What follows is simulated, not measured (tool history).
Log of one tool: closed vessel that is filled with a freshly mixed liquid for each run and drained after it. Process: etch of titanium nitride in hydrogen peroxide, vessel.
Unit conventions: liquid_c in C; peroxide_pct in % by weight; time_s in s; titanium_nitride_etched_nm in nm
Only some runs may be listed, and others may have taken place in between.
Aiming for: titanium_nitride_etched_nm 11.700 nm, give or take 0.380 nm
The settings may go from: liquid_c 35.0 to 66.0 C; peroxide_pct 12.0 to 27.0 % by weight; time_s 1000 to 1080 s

Run 1, hour 0.0: liquid_c 51.0 C, peroxide_pct 18.0 % by weight, time_s 1000 s. Result: titanium_nitride_etched_nm 27.379 nm.
Run 2, hour 8.2: liquid_c 48.5 C, peroxide_pct 18.0 % by weight, time_s 1000 s. Result: titanium_nitride_etched_nm 23.191 nm.
Run 3, hour 10.5: liquid_c 46.5 C, peroxide_pct 18.0 % by weight, time_s 1000 s. Result: titanium_nitride_etched_nm 19.997 nm.
Run 4, hour 18.8: liquid_c 46.5 C, peroxide_pct 20.5 % by weight, time_s 1000 s. Result: titanium_nitride_etched_nm 20.825 nm.
At hour 26.2: thermometer replaced.
Run 5, hour 26.2: liquid_c 45.0 C, peroxide_pct 20.5 % by weight, time_s 1000 s. Result: titanium_nitride_etched_nm 16.694 nm.
Run 6, hour 29.2: liquid_c 44.0 C, peroxide_pct 20.5 % by weight, time_s 1000 s. Result: titanium_nitride_etched_nm 15.470 nm.
Run 7, hour 32.4: liquid_c 43.5 C, peroxide_pct 20.5 % by weight, time_s 1000 s. Result: titanium_nitride_etched_nm 14.898 nm.
Run 8, hour 37.2: liquid_c 43.0 C, peroxide_pct 20.5 % by weight, time_s 1000 s. Result: titanium_nitride_etched_nm 14.189 nm.
Run 9, hour 38.7: liquid_c 42.5 C, peroxide_pct 20.5 % by weight, time_s 1000 s. Result: titanium_nitride_etched_nm 13.601 nm.
Run 10, hour 41.7: liquid_c 42.0 C, peroxide_pct 20.5 % by weight, time_s 1000 s. Result: titanium_nitride_etched_nm 13.110 nm.
Run 11, hour 49.5: liquid_c 40.0 C, peroxide_pct 20.5 % by weight, time_s 1000 s. Result: titanium_nitride_etched_nm 11.149 nm.

Which one of the following 5 next-run settings gets every result inside its allowed miss? There is exactly one.
Run A, hour 57.3: liquid_c 39.5 C, peroxide_pct 23.0 % by weight, time_s 1060 s. Result: titanium_nitride_etched_nm ?.
Run B, hour 57.3: liquid_c 43.0 C, peroxide_pct 12.0 % by weight, time_s 1000 s. Result: titanium_nitride_etched_nm ?.
Run C, hour 57.3: liquid_c 39.0 C, peroxide_pct 19.5 % by weight, time_s 1000 s. Result: titanium_nitride_etched_nm ?.
Run D, hour 57.3: liquid_c 38.5 C, peroxide_pct 20.0 % by weight, time_s 1065 s. Result: titanium_nitride_etched_nm ?.
Run E, hour 57.3: liquid_c 41.5 C, peroxide_pct 21.5 % by weight, time_s 1000 s. Result: titanium_nitride_etched_nm ?.

move  titanium_nitride_etched_nm
   A                      11.733
   B                      12.595
   C                      10.278
   D                      10.587
   E                      12.717
A: meets every target
B: pushes the last run's worst result past its target
C: lands further from the targets than the last run did
D: lands further from the targets than the last run did
E: pushes the last run's worst result past its target
Move A is the one to make.

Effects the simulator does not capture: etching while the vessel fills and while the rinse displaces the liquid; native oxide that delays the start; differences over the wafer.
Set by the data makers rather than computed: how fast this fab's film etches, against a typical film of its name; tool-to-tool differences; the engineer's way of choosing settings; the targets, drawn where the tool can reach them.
